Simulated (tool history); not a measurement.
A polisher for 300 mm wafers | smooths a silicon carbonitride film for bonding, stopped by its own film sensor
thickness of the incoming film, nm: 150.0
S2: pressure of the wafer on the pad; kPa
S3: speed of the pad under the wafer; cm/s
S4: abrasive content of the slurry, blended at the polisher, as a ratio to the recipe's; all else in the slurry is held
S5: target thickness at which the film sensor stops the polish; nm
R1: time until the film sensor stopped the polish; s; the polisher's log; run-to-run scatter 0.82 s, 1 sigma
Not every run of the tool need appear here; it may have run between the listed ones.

run 1 hour=0 | flow_of_slurry_(ml/min)=280 S2=16.5 S3=76 S4=1 S5=128 | R1=79.626
run 2 hour=3.6 | flow_of_slurry_(ml/min)=280 S2=15.9 S3=76 S4=1 S5=128 | R1=82.739
run 3 hour=12.4 | flow_of_slurry_(ml/min)=280 S2=15.2 S3=76 S4=1 S5=128 | R1=84.953
run 4 hour=19.2 | flow_of_slurry_(ml/min)=280 S2=14.5 S3=76 S4=1 S5=128 | R1=88.187
run 5 hour=26.7 | flow_of_slurry_(ml/min)=240 S2=14.5 S3=76 S4=1 S5=128 | R1=88.203
run 6 hour=29.4 | flow_of_slurry_(ml/min)=205 S2=14.5 S3=76 S4=1 S5=128 | R1=90.934

Run 7, settings as shown, results not yet in. Your forecast:
run 7 hour=35.6 | flow_of_slurry_(ml/min)=205 S2=13.8 S3=76 S4=1 S5=128 | R1=?

{"run 7": {"R1": 93.215}}
